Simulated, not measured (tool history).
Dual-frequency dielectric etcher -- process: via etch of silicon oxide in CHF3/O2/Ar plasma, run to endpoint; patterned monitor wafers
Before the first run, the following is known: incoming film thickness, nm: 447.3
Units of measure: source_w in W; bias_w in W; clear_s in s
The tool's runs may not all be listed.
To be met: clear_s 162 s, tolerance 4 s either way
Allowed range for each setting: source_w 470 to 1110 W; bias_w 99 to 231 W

Run 1, hour 0: source_w 790 W, bias_w 165 W. Result: clear_s 196.5 s.
Run 2, hour 5.4: source_w 790 W, bias_w 142 W. Result: clear_s 200.9 s.
Run 3, hour 7.4: source_w 660 W, bias_w 142 W. Result: clear_s 219.73 s.
Run 4, hour 10.7: source_w 660 W, bias_w 132 W. Result: clear_s 220.02 s.
Run 5, hour 18.8: source_w 560 W, bias_w 132 W. Result: clear_s 239.63 s.
Run 6, hour 20.6: source_w 640 W, bias_w 132 W. Result: clear_s 225.55 s.
Run 7, hour 23.5: source_w 720 W, bias_w 137 W. Result: clear_s 211.23 s.
Run 8, hour 31.3: source_w 790 W, bias_w 140 W. Result: clear_s 204.29 s.
Run 9, hour 35.1: source_w 850 W, bias_w 147 W. Result: clear_s 196.31 s.
Run 10, hour 41.6: source_w 850 W, bias_w 147 W. Result: clear_s 196.29 s.
Run 11, hour 43.9: source_w 900 W, bias_w 154 W. Result: clear_s 189.08 s.
Run 12, hour 47.8: source_w 940 W, bias_w 160 W. Result: clear_s 186.7 s.
Run 13, hour 50.7: source_w 970 W, bias_w 170 W. Result: clear_s 178.09 s.
Run 14, hour 54.2: source_w 1110 W, bias_w 183 W. Result: clear_s 166.07 s.

Exactly one of the 4 candidate moves below puts every result within its allowed miss. Which one?
Run A, hour 57.7: source_w 1050 W, bias_w 184 W. Result: clear_s ?.
Run B, hour 57.7: source_w 1090 W, bias_w 178 W. Result: clear_s ?.
Run C, hour 57.7: source_w 1020 W, bias_w 183 W. Result: clear_s ?.
Run D, hour 57.7: source_w 1110 W, bias_w 197 W. Result: clear_s ?.

move  clear_s
   A    171.4
   B   170.26
   C   173.65
   D   164.71
A: the biggest miss grows against the last run
B: the biggest miss grows against the last run
C: the biggest miss grows against the last run
D: every result within its allowed miss
The move that meets every target is D.

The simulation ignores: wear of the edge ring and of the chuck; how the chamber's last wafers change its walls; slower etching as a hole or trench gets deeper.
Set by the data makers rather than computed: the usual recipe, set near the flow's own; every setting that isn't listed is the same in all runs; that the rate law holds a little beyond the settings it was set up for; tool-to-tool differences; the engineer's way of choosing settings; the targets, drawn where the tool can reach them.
